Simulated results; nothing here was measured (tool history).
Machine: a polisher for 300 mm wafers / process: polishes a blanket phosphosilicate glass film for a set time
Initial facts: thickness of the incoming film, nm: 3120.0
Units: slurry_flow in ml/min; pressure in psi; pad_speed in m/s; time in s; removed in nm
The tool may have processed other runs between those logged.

run	day	slurry_flow	pressure	pad_speed	slurry_solids	time	removed
1	0.000	290	3.0	0.86	1.0	34	287.23
2	0.054	290	3.0	0.78	1.0	34	263.99
3	0.217	290	2.6	0.78	1.0	34	233.35
4	0.529	295	3.0	0.80	1.0	34	270.20
5	0.654	295	3.3	0.82	1.0	34	299.84
6	0.796	295	3.6	0.84	1.0	34	324.06
7	0.925	300	3.8	0.88	1.0	34	358.39
8	1.246	300	4.0	0.90	1.0	34	379.47
9	1.354	300	4.0	0.90	1.0	34	379.73
10	1.567	300	4.1	0.92	1.0	34	398.27
11	1.812	300	4.2	0.94	1.0	34	406.28
12	2.121	310	4.3	0.96	1.0	34	425.54
13	2.258	310	4.4	0.98	1.0	34	443.53
14	2.400	310	4.4	1.00	1.0	34	453.74

Run 15 has not been measured yet. What should we expect?
15	2.517	330	4.6	1.00	1.0	34	?

removed: 466.41 nm
